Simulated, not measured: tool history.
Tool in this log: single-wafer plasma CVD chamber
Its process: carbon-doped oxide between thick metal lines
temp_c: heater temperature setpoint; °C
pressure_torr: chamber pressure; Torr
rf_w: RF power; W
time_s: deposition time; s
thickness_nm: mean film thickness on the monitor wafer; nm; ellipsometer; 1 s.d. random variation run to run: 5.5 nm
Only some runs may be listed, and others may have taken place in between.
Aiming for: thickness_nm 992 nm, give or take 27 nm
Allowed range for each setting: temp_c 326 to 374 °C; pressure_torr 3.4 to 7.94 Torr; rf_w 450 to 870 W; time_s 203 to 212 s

run 1 day=0 | temp_c=350 pressure_torr=5.67 rf_w=660 time_s=212 | thickness_nm=1188.6
run 2 day=0.262 | temp_c=350 pressure_torr=5.67 rf_w=660 time_s=212 | thickness_nm=1190.2
run 3 day=0.621 | temp_c=341 pressure_torr=5.67 rf_w=660 time_s=212 | thickness_nm=1219.2
run 4 day=0.875 | temp_c=341 pressure_torr=5.67 rf_w=615 time_s=212 | thickness_nm=1167.7
run 5 day=0.967 | temp_c=342 pressure_torr=5.54 rf_w=595 time_s=211 | thickness_nm=1143.3
run 6 day=1.083 | temp_c=349 pressure_torr=5.54 rf_w=595 time_s=211 | thickness_nm=1113.7
run 7 day=1.388 | temp_c=350 pressure_torr=5.44 rf_w=580 time_s=211 | thickness_nm=1086.3
run 8 day=1.625 | temp_c=351 pressure_torr=5.31 rf_w=570 time_s=211 | thickness_nm=1072.4
run 9 day=1.892 | temp_c=354 pressure_torr=4.86 rf_w=495 time_s=208 | thickness_nm=939.18

Below are 4 possible settings for the next run. Only one of them brings all results inside the allowed miss of their targets. Which is it?
run A day=2.158 | temp_c=373 pressure_torr=6.38 rf_w=450 time_s=208 | thickness_nm=?
run B day=2.158 | temp_c=355 pressure_torr=5.96 rf_w=455 time_s=203 | thickness_nm=?
run C day=2.158 | temp_c=347 pressure_torr=5.16 rf_w=495 time_s=212 | thickness_nm=?
run D day=2.158 | temp_c=355 pressure_torr=4.97 rf_w=450 time_s=203 | thickness_nm=?

move=A thickness_nm=870.48
move=B thickness_nm=882.81
move=C thickness_nm=979.72
move=D thickness_nm=853.82
A: its largest miss is bigger than the last run's
B: its largest miss is bigger than the last run's
C: meets every target
D: its largest miss is bigger than the last run's
The move that meets every target is C.

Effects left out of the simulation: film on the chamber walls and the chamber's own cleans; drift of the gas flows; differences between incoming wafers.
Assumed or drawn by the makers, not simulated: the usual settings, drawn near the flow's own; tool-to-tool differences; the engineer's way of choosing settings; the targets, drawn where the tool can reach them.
